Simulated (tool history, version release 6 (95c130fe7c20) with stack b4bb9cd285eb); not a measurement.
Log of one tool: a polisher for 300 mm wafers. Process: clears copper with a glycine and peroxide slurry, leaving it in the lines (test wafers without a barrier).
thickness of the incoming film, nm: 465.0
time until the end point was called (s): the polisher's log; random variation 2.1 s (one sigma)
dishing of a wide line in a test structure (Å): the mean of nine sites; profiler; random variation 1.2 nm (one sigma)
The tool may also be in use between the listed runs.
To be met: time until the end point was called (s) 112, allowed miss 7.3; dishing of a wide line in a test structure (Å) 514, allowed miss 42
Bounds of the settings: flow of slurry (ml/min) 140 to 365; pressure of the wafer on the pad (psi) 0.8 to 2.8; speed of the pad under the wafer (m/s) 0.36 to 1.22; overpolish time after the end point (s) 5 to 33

run	hour	flow of slurry (ml/min)	pressure of the wafer on the pad (psi)	speed of the pad under the wafer (m/s)	overpolish time after the end point (s)	time until the end point was called (s)	dishing of a wide line in a test structure (Å)
1	0	235	1.8	0.78	17	148.87	393.78
2	3.8	235	1.8	0.88	17	133.59	393.07
3	6.1	200	1.8	0.88	17	141.66	404.33
4	13.6	205	1.9	0.88	17	129.81	423.29
5	15.3	205	1.9	0.8	17	138.21	396.5
6	20.8	205	2	0.8	18	135.25	440.19
7	23.1	205	2.1	0.8	18	127.49	426.08
8	24.2	205	2.1	0.8	19	129.85	443.47
9	26.9	205	2.2	0.8	20	127.78	487.68
10	31	205	2.3	0.8	20	120.13	499.33

4 next moves are on the table. One of them brings every result within its allowed miss. Which?
A	35.1	190	2.3	0.76	17	?	?
B	35.1	195	2.2	0.8	21	?	?
C	35.1	295	2.6	0.74	19	?	?
D	35.1	145	2.5	0.66	21	?	?

move	time until the end point was called (s)	dishing of a wide line in a test structure (Å)
A	130.34	431.68
B	129.29	505.73
C	115.99	511.89
D	140.78	481.41
A: further off than the last run
B: further off than the last run
C: meets every target
D: further off than the last run
Answer: C

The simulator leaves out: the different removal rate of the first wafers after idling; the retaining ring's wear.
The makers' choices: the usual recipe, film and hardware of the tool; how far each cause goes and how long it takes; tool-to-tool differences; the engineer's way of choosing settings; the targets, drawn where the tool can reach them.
